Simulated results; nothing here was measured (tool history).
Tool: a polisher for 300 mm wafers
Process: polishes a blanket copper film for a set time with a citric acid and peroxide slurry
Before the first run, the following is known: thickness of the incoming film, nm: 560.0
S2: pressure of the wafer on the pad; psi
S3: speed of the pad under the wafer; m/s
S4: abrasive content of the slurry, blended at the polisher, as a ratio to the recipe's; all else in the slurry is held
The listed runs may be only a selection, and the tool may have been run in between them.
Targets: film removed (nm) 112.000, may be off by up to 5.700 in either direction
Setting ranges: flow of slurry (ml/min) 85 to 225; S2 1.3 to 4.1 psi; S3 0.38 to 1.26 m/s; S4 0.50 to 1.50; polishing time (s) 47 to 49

run 1 day=0.000 | flow_of_slurry_(ml/min)=145 S2=2.7 S3=0.82 S4=1.00 polishing_time_(s)=47 | film_removed_(nm)=78.560
run 2 day=0.200 | flow_of_slurry_(ml/min)=165 S2=2.7 S3=0.82 S4=1.00 polishing_time_(s)=47 | film_removed_(nm)=83.680
run 3 day=0.250 | flow_of_slurry_(ml/min)=170 S2=2.8 S3=0.82 S4=1.00 polishing_time_(s)=47 | film_removed_(nm)=86.226
run 4 day=0.379 | flow_of_slurry_(ml/min)=170 S2=2.8 S3=0.72 S4=1.00 polishing_time_(s)=47 | film_removed_(nm)=76.854
run 5 day=0.662 | flow_of_slurry_(ml/min)=170 S2=2.8 S3=0.60 S4=1.00 polishing_time_(s)=47 | film_removed_(nm)=65.826
run 6 day=0.929 | flow_of_slurry_(ml/min)=170 S2=3.0 S3=0.60 S4=1.00 polishing_time_(s)=47 | film_removed_(nm)=71.740
run 7 day=1.088 | flow_of_slurry_(ml/min)=170 S2=3.1 S3=0.60 S4=1.00 polishing_time_(s)=47 | film_removed_(nm)=71.413
run 8 day=1.192 | flow_of_slurry_(ml/min)=175 S2=3.2 S3=0.62 S4=1.00 polishing_time_(s)=47 | film_removed_(nm)=76.371
run 9 day=1.496 | flow_of_slurry_(ml/min)=175 S2=3.3 S3=0.64 S4=1.00 polishing_time_(s)=47 | film_removed_(nm)=83.082
run 10 day=1.646 | flow_of_slurry_(ml/min)=175 S2=3.4 S3=0.64 S4=1.00 polishing_time_(s)=47 | film_removed_(nm)=84.462
run 11 day=1.854 | flow_of_slurry_(ml/min)=175 S2=3.5 S3=0.64 S4=1.00 polishing_time_(s)=47 | film_removed_(nm)=85.953
run 12 day=1.958 | flow_of_slurry_(ml/min)=175 S2=3.6 S3=0.64 S4=1.00 polishing_time_(s)=47 | film_removed_(nm)=91.656
run 13 day=2.238 | flow_of_slurry_(ml/min)=175 S2=3.6 S3=0.64 S4=1.00 polishing_time_(s)=47 | film_removed_(nm)=91.233

5 next moves are on the table. One of them brings every result within its allowed miss. Which?
run A day=2.517 | flow_of_slurry_(ml/min)=115 S2=3.2 S3=0.98 S4=0.95 polishing_time_(s)=49 | film_removed_(nm)=?
run B day=2.517 | flow_of_slurry_(ml/min)=155 S2=3.5 S3=0.58 S4=1.20 polishing_time_(s)=47 | film_removed_(nm)=?
run C day=2.517 | flow_of_slurry_(ml/min)=205 S2=2.7 S3=0.76 S4=1.10 polishing_time_(s)=47 | film_removed_(nm)=?
run D day=2.517 | flow_of_slurry_(ml/min)=140 S2=3.6 S3=0.48 S4=1.05 polishing_time_(s)=48 | film_removed_(nm)=?
run E day=2.517 | flow_of_slurry_(ml/min)=155 S2=3.5 S3=0.50 S4=1.05 polishing_time_(s)=47 | film_removed_(nm)=?

move=A film_removed_(nm)=111.370
move=B film_removed_(nm)=81.691
move=C film_removed_(nm)=82.581
move=D film_removed_(nm)=70.152
move=E film_removed_(nm)=70.519
A: all results land within tolerance of their targets
B: further off than the last run
C: further off than the last run
D: further off than the last run
E: further off than the last run
Move A is the one to make.
